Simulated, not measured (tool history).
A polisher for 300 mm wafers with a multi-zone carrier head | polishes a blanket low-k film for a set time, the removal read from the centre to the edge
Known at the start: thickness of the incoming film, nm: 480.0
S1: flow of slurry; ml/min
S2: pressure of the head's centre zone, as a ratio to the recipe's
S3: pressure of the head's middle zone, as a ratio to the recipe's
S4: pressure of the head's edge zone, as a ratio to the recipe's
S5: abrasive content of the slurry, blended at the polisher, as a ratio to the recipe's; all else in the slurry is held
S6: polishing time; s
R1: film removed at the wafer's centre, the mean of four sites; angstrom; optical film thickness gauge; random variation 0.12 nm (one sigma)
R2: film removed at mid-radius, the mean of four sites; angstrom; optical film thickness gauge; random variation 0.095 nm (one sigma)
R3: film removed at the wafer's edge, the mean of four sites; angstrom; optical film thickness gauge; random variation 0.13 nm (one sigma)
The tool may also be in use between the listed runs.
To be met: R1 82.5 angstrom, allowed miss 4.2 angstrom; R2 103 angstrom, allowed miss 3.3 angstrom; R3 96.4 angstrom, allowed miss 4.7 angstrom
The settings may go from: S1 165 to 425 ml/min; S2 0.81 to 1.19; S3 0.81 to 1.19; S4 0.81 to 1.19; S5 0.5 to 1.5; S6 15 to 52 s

{"run": 1, "hour": 0.0, "S1": 275, "S2": 1, "S3": 1, "S4": 1, "S5": 1, "S6": 33, "R1": 149.05, "R2": 144.8, "R3": 141.96}
{"run": 2, "hour": 6.2, "S1": 235, "S2": 1, "S3": 1, "S4": 1, "S5": 1, "S6": 33, "R1": 149.52, "R2": 141.94, "R3": 137.83}
{"run": 3, "hour": 8.8, "S1": 245, "S2": 0.98, "S3": 1.01, "S4": 1, "S5": 0.95, "S6": 32, "R1": 136.25, "R2": 136.1, "R3": 136.3}
{"run": 4, "hour": 12.2, "S1": 290, "S2": 0.98, "S3": 1.01, "S4": 1, "S5": 0.95, "S6": 32, "R1": 141.48, "R2": 138.88, "R3": 138.44}
{"run": 5, "hour": 18.0, "S1": 280, "S2": 0.97, "S3": 1.02, "S4": 0.98, "S5": 0.9, "S6": 31, "R1": 129.25, "R2": 129.88, "R3": 126.83}
{"run": 6, "hour": 20.0, "S1": 280, "S2": 0.97, "S3": 1.02, "S4": 0.98, "S5": 1.1, "S6": 31, "R1": 139.71, "R2": 145.01, "R3": 140.13}
{"run": 7, "hour": 23.9, "S1": 280, "S2": 0.95, "S3": 1.03, "S4": 0.97, "S5": 1.05, "S6": 31, "R1": 136.94, "R2": 140.31, "R3": 137.13}
{"run": 8, "hour": 25.7, "S1": 280, "S2": 0.95, "S3": 1.03, "S4": 0.97, "S5": 1.05, "S6": 31, "R1": 134.19, "R2": 145.45, "R3": 135.22}
{"run": 9, "hour": 28.9, "S1": 280, "S2": 0.94, "S3": 1.03, "S4": 0.97, "S5": 1, "S6": 31, "R1": 136.86, "R2": 139.12, "R3": 134.21}
{"run": 10, "hour": 37.8, "S1": 290, "S2": 0.93, "S3": 1.05, "S4": 0.98, "S5": 1, "S6": 30, "R1": 129.55, "R2": 136.47, "R3": 129.34}
{"run": 11, "hour": 43.7, "S1": 300, "S2": 0.92, "S3": 1.06, "S4": 0.97, "S5": 1, "S6": 29, "R1": 117.99, "R2": 134.04, "R3": 129.96}
{"run": 12, "hour": 50.4, "S1": 300, "S2": 0.92, "S3": 1.07, "S4": 0.96, "S5": 0.95, "S6": 29, "R1": 119.71, "R2": 134.76, "R3": 119.16}
{"run": 13, "hour": 52.5, "S1": 305, "S2": 0.91, "S3": 1.08, "S4": 0.97, "S5": 0.9, "S6": 29, "R1": 115.88, "R2": 130.99, "R3": 119.19}
{"run": 14, "hour": 57.0, "S1": 310, "S2": 0.9, "S3": 1.09, "S4": 0.98, "S5": 0.85, "S6": 29, "R1": 111.88, "R2": 129.33, "R3": 116.61}

Which of these 4 next moves meets every target?
{"run": "A", "hour": 61.5, "S1": 310, "S2": 1.06, "S3": 0.88, "S4": 0.93, "S5": 0.8, "S6": 41, "R1": "?", "R2": "?", "R3": "?"}
{"run": "B", "hour": 61.5, "S1": 315, "S2": 0.85, "S3": 1.12, "S4": 1.07, "S5": 0.8, "S6": 23, "R1": "?", "R2": "?", "R3": "?"}
{"run": "C", "hour": 61.5, "S1": 335, "S2": 0.95, "S3": 1.13, "S4": 0.94, "S5": 0.9, "S6": 37, "R1": "?", "R2": "?", "R3": "?"}
{"run": "D", "hour": 61.5, "S1": 285, "S2": 1.19, "S3": 1.04, "S4": 0.81, "S5": 0.5, "S6": 35, "R1": "?", "R2": "?", "R3": "?"}

move=A R1=176.5 R2=151.03 R3=160.26
move=B R1=80.748 R2=103.75 R3=96.012
move=C R1=153.18 R2=178.53 R3=153.83
move=D R1=131.1 R2=115.3 R3=100.22
A: further off than the last run
B: meets every target
C: further off than the last run
D: further off than the last run
The right move is B.

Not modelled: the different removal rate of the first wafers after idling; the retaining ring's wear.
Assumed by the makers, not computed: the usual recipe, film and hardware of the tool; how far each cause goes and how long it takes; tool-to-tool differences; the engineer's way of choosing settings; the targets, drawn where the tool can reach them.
